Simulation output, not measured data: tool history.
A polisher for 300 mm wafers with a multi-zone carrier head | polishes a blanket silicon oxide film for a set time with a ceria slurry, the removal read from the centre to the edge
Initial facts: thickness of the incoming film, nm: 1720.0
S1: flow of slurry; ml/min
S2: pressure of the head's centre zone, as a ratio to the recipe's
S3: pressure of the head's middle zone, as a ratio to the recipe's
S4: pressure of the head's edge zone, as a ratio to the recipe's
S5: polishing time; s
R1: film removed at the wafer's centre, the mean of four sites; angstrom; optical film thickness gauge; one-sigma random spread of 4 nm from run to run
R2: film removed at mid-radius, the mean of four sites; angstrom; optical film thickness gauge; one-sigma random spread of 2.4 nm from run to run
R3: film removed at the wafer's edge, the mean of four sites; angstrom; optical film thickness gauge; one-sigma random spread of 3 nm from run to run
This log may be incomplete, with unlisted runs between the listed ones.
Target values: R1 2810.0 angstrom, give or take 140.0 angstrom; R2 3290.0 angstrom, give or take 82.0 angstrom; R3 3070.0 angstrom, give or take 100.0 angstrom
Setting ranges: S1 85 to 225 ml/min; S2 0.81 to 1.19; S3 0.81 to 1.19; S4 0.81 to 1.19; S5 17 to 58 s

run	day	S1	S2	S3	S4	S5	R1	R2	R3
1	0.000	145	1.00	1.00	1.00	37	2820.1	2881.9	2844.2
2	0.296	160	0.97	1.02	1.02	37	2881.0	2978.5	2872.0
3	0.588	160	0.93	1.02	1.02	37	2688.4	2971.8	2909.6
4	0.942	160	0.89	1.02	1.02	37	2635.5	2935.9	2897.4
5	0.975	175	0.88	1.04	1.04	37	2611.7	3049.1	2978.3
6	1.154	185	0.89	1.05	1.04	37	2719.4	3114.9	2973.2
7	1.371	185	0.89	1.05	1.04	37	2729.5	3126.5	2968.7
8	1.417	190	0.89	1.06	1.05	37	2722.0	3176.1	2992.2
9	1.629	195	0.89	1.06	1.06	37	2784.1	3169.3	3046.7
10	1.967	200	0.89	1.07	1.06	37	2763.1	3219.7	3012.8

Exercise: of the 4 proposed moves below, exactly one satisfies all targets within the stated allowed misses. Which move is it?
A	2.304	160	0.84	1.00	1.06	39	?	?	?
B	2.304	225	0.87	1.06	1.03	38	?	?	?
C	2.304	185	0.88	1.04	1.08	38	?	?	?
D	2.304	190	0.83	0.97	1.12	39	?	?	?

move	R1	R2	R3
A	2648.0	3049.8	3129.1
B	2814.0	3287.2	3125.4
C	2754.0	3146.1	3126.3
D	2705.9	3057.2	3273.2
A: further off than the last run
B: each result inside its tolerance
C: further off than the last run
D: further off than the last run
So the answer is move B, the one that meets all the targets.
